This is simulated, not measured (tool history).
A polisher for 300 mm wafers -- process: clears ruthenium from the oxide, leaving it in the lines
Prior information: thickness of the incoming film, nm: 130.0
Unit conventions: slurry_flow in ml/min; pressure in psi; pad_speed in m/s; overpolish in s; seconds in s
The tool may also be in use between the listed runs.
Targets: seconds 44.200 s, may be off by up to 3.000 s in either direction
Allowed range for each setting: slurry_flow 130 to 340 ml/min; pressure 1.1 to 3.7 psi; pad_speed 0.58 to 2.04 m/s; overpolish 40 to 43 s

Run 1, hour 0.0: slurry_flow 220 ml/min, pressure 2.4 psi, pad_speed 1.30 m/s, overpolish 40 s. Result: seconds 64.781 s.
Run 2, hour 1.1: slurry_flow 220 ml/min, pressure 2.4 psi, pad_speed 1.10 m/s, overpolish 40 s. Result: seconds 76.217 s.
Run 3, hour 1.7: slurry_flow 220 ml/min, pressure 2.4 psi, pad_speed 0.82 m/s, overpolish 40 s. Result: seconds 97.824 s.
Run 4, hour 4.3: slurry_flow 220 ml/min, pressure 2.8 psi, pad_speed 0.94 m/s, overpolish 40 s. Result: seconds 76.064 s.
Run 5, hour 13.2: slurry_flow 220 ml/min, pressure 3.1 psi, pad_speed 1.04 m/s, overpolish 40 s. Result: seconds 60.254 s.
Run 6, hour 15.5: slurry_flow 220 ml/min, pressure 3.3 psi, pad_speed 1.06 m/s, overpolish 40 s. Result: seconds 55.845 s.
Run 7, hour 18.1: slurry_flow 220 ml/min, pressure 3.4 psi, pad_speed 1.10 m/s, overpolish 40 s. Result: seconds 54.504 s.
Run 8, hour 24.0: slurry_flow 220 ml/min, pressure 3.5 psi, pad_speed 1.16 m/s, overpolish 40 s. Result: seconds 48.506 s.

Next run, 5 choices. One meets every target within its allowed miss, the rest don't. Which?
Run A, hour 29.9: slurry_flow 240 ml/min, pressure 3.4 psi, pad_speed 1.10 m/s, overpolish 40 s. Result: seconds ?.
Run B, hour 29.9: slurry_flow 210 ml/min, pressure 3.7 psi, pad_speed 1.20 m/s, overpolish 43 s. Result: seconds ?.
Run C, hour 29.9: slurry_flow 205 ml/min, pressure 3.5 psi, pad_speed 1.18 m/s, overpolish 41 s. Result: seconds ?.
Run D, hour 29.9: slurry_flow 220 ml/min, pressure 3.7 psi, pad_speed 1.46 m/s, overpolish 43 s. Result: seconds ?.
Run E, hour 29.9: slurry_flow 205 ml/min, pressure 3.7 psi, pad_speed 1.42 m/s, overpolish 43 s. Result: seconds ?.

move  seconds
   A   52.345
   B   45.075
   C   48.544
   D   37.027
   E   38.415
A: misses by more than the last run did
B: meets every target
C: about the same distance from the targets as the last run
D: the result that was furthest off in the last run now lies on the other side of its target
E: the result that was furthest off in the last run now lies on the other side of its target
Move B is the one to make.
